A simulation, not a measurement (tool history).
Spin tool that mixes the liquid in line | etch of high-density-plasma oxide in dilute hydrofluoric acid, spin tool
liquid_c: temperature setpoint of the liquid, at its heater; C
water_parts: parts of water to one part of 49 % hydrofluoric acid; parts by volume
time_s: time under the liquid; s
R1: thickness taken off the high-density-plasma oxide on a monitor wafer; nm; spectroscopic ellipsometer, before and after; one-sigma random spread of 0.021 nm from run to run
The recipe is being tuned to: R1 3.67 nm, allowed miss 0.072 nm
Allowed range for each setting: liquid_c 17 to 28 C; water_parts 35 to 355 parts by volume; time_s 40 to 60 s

run 1 day=0 | liquid_c=20 water_parts=195 time_s=60 | R1=1.4583
run 2 day=0.229 | liquid_c=22.5 water_parts=165 time_s=60 | R1=1.9652
run 3 day=0.583 | liquid_c=24 water_parts=145 time_s=60 | R1=2.4421
run 4 day=0.646 | liquid_c=24 water_parts=85 time_s=60 | R1=4.4235
run 5 day=0.708 | liquid_c=22 water_parts=85 time_s=60 | R1=4.0812
run 6 day=1.029 | liquid_c=22 water_parts=35 time_s=60 | R1=10.655
run 7 day=1.225 | liquid_c=22 water_parts=35 time_s=60 | R1=10.682
run 8 day=1.425 | liquid_c=23.5 water_parts=55 time_s=60 | R1=7.0074
run 9 day=1.467 | liquid_c=25 water_parts=65 time_s=60 | R1=6.2126
run 10 day=1.533 | liquid_c=25 water_parts=65 time_s=60 | R1=6.2579
run 11 day=1.842 | liquid_c=25.5 water_parts=75 time_s=60 | R1=5.3887
run 12 day=2.133 | liquid_c=26 water_parts=85 time_s=60 | R1=4.8281
run 13 day=2.317 | liquid_c=26 water_parts=90 time_s=60 | R1=4.5094
run 14 day=2.446 | liquid_c=26.5 water_parts=95 time_s=60 | R1=4.3557
run 15 day=2.738 | liquid_c=26.5 water_parts=100 time_s=60 | R1=4.1066
run 16 day=2.817 | liquid_c=23 water_parts=100 time_s=60 | R1=3.5624

Next run, 5 choices. One meets every target within its allowed miss, the rest don't. Which?
run A day=2.896 | liquid_c=22 water_parts=80 time_s=50 | R1=?
run B day=2.896 | liquid_c=22.5 water_parts=85 time_s=55 | R1=?
run C day=2.896 | liquid_c=26.5 water_parts=90 time_s=50 | R1=?
run D day=2.896 | liquid_c=20.5 water_parts=65 time_s=40 | R1=?
run E day=2.896 | liquid_c=23 water_parts=95 time_s=60 | R1=?

move=A R1=3.6356
move=B R1=3.8182
move=C R1=3.8198
move=D R1=3.4253
move=E R1=3.757
A: in spec on every target
B: moves the result that the last run missed by most past its target, out the other side
C: moves the result that the last run missed by most past its target, out the other side
D: moves away from the targets compared with the last run
E: moves the result that the last run missed by most past its target, out the other side
Move A is the one to make.

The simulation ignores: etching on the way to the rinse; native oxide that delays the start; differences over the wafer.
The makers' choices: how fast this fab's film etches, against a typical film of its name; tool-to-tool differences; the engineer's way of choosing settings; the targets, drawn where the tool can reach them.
